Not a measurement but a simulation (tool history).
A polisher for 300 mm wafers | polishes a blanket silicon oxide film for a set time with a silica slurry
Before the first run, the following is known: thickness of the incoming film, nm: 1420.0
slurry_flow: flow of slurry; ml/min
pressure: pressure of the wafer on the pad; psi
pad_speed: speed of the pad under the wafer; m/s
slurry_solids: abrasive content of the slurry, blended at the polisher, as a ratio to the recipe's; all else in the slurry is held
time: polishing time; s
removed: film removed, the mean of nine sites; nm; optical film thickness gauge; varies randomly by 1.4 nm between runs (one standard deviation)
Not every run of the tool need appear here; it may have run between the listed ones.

run 1 hour=0.0 | slurry_flow=260 pressure=2.7 pad_speed=1.40 slurry_solids=1.0 time=43 | removed=111.76
run 2 hour=1.4 | slurry_flow=260 pressure=2.8 pad_speed=1.40 slurry_solids=1.0 time=43 | removed=116.39
run 3 hour=3.9 | slurry_flow=260 pressure=2.9 pad_speed=1.40 slurry_solids=1.0 time=43 | removed=120.09
run 4 hour=6.2 | slurry_flow=260 pressure=2.9 pad_speed=1.26 slurry_solids=1.0 time=43 | removed=114.94
run 5 hour=7.2 | slurry_flow=290 pressure=2.9 pad_speed=1.26 slurry_solids=1.0 time=43 | removed=114.98
run 6 hour=12.6 | slurry_flow=290 pressure=3.0 pad_speed=1.26 slurry_solids=1.0 time=43 | removed=118.18

Forecast run 7:
run 7 hour=15.9 | slurry_flow=290 pressure=3.1 pad_speed=1.26 slurry_solids=1.0 time=43 | removed=?

removed: 119.11 nm
